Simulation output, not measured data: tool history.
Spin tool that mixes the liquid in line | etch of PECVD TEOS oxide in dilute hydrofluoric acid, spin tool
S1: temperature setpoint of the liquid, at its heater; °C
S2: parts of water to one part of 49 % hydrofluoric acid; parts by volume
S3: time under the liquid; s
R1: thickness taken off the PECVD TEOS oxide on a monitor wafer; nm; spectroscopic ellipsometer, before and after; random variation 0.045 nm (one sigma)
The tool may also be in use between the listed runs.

Run 1, hour 0.0: S1 21.0 °C, S2 95 parts by volume, S3 115 s. Result: R1 7.8844 nm.
Run 2, hour 3.4: S1 21.0 °C, S2 95 parts by volume, S3 120 s. Result: R1 8.3565 nm.
Run 3, hour 12.3: S1 23.0 °C, S2 95 parts by volume, S3 120 s. Result: R1 8.9934 nm.
Run 4, hour 13.7: S1 23.0 °C, S2 65 parts by volume, S3 120 s. Result: R1 13.5420 nm.
Run 5, hour 17.6: S1 25.5 °C, S2 65 parts by volume, S3 120 s. Result: R1 15.4400 nm.
Run 6, hour 22.3: S1 26.5 °C, S2 65 parts by volume, S3 120 s. Result: R1 15.9650 nm.
Run 7, hour 24.6: S1 24.0 °C, S2 80 parts by volume, S3 120 s. Result: R1 11.4710 nm.
Run 8, hour 25.1: S1 20.0 °C, S2 120 parts by volume, S3 120 s. Result: R1 6.2011 nm.
Run 9, hour 26.6: S1 19.5 °C, S2 125 parts by volume, S3 120 s. Result: R1 5.7656 nm.

Run 10 comes next. What will it give?
Run 10, hour 34.6: S1 19.0 °C, S2 125 parts by volume, S3 120 s. Result: R1 ?.

R1: 5.6313 nm
